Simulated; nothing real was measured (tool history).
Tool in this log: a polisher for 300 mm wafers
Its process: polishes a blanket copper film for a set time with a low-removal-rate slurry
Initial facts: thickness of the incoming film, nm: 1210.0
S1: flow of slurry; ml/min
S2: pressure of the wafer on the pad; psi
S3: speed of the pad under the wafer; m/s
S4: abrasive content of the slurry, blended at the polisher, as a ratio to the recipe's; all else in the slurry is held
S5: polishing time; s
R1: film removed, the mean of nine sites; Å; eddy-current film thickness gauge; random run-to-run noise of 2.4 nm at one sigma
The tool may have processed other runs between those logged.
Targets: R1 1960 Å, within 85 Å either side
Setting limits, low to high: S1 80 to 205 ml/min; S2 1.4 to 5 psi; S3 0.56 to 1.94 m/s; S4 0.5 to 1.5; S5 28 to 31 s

run	day	S1	S2	S3	S4	S5	R1
1	0	135	3.2	1.24	1	31	1260.9
2	0.329	135	3.8	1.24	1	31	1502.6
3	0.417	135	3.8	1.24	1	31	1503.5
4	0.579	135	3.8	1.24	0.8	31	1423.7
5	0.754	135	4.4	1.24	0.8	31	1641.6
6	0.992	135	4.5	1.24	0.8	31	1627.7
7	1.121	135	4.6	1.26	0.8	31	1735.2
8	1.4	135	4.6	1.26	0.8	31	1730
9	1.758	135	4.7	1.26	0.8	31	1773.3
10	2.042	135	4.7	1.26	0.8	31	1771.2

4 candidate next runs follow, results not yet known. Just one meets every target within its allowed miss. Identify it.
A	2.325	145	4.4	1.12	0.8	31	?
B	2.325	150	3.9	1.36	0.75	31	?
C	2.325	95	4.4	1.34	0.75	31	?
D	2.325	120	4.8	1.44	0.75	31	?

move	R1
A	1525.7
B	1577.7
C	1568
D	1933.6
A: moves away from the targets compared with the last run
B: moves away from the targets compared with the last run
C: moves away from the targets compared with the last run
D: all results in spec
D is the move that brings every result within its allowed miss.
